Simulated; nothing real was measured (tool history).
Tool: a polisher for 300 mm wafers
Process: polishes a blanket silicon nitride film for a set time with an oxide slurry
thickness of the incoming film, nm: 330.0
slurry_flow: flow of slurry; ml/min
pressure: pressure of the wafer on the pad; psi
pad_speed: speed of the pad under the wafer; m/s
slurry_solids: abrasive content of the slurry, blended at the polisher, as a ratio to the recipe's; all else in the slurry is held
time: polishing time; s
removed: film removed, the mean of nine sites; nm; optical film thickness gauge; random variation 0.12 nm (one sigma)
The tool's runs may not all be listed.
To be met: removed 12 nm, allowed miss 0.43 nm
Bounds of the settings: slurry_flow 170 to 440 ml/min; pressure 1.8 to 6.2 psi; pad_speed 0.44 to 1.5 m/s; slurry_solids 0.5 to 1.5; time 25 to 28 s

run 1 hour=0 | slurry_flow=280 pressure=4 pad_speed=0.96 slurry_solids=1 time=28 | removed=16.399
run 2 hour=3.2 | slurry_flow=280 pressure=3.8 pad_speed=0.96 slurry_solids=1 time=28 | removed=15.839
run 3 hour=5.2 | slurry_flow=280 pressure=3.8 pad_speed=0.96 slurry_solids=0.85 time=28 | removed=15.285
run 4 hour=9.2 | slurry_flow=280 pressure=3.8 pad_speed=0.96 slurry_solids=0.65 time=28 | removed=14.239
run 5 hour=13.6 | slurry_flow=280 pressure=3.7 pad_speed=0.96 slurry_solids=0.65 time=28 | removed=14.169
run 6 hour=20.6 | slurry_flow=305 pressure=3.7 pad_speed=0.96 slurry_solids=0.65 time=28 | removed=14.026
run 7 hour=29.3 | slurry_flow=305 pressure=3.6 pad_speed=0.96 slurry_solids=0.65 time=28 | removed=13.844
run 8 hour=36.8 | slurry_flow=305 pressure=3.5 pad_speed=0.96 slurry_solids=0.65 time=28 | removed=13.623
run 9 hour=44.1 | slurry_flow=305 pressure=3.4 pad_speed=0.96 slurry_solids=0.65 time=28 | removed=13.061
run 10 hour=46.7 | slurry_flow=305 pressure=3.3 pad_speed=0.96 slurry_solids=0.65 time=28 | removed=13.236
run 11 hour=50.5 | slurry_flow=305 pressure=3.2 pad_speed=0.96 slurry_solids=0.65 time=28 | removed=12.745

5 next moves are on the table. One of them brings every result within its allowed miss. Which?
run A hour=54.3 | slurry_flow=285 pressure=3.2 pad_speed=0.98 slurry_solids=0.85 time=28 | removed=?
run B hour=54.3 | slurry_flow=290 pressure=4.3 pad_speed=0.9 slurry_solids=0.6 time=25 | removed=?
run C hour=54.3 | slurry_flow=360 pressure=3.2 pad_speed=0.86 slurry_solids=0.55 time=28 | removed=?
run D hour=54.3 | slurry_flow=300 pressure=3.2 pad_speed=0.88 slurry_solids=0.7 time=28 | removed=?
run E hour=54.3 | slurry_flow=255 pressure=3.6 pad_speed=1.02 slurry_solids=0.65 time=27 | removed=?

move=A removed=14.034
move=B removed=12.882
move=C removed=11.307
move=D removed=12.195
move=E removed=13.797
A: further off than the last run
B: further off than the last run
C: takes the result that was furthest off past its target
D: meets every target
E: further off than the last run
Answer: D
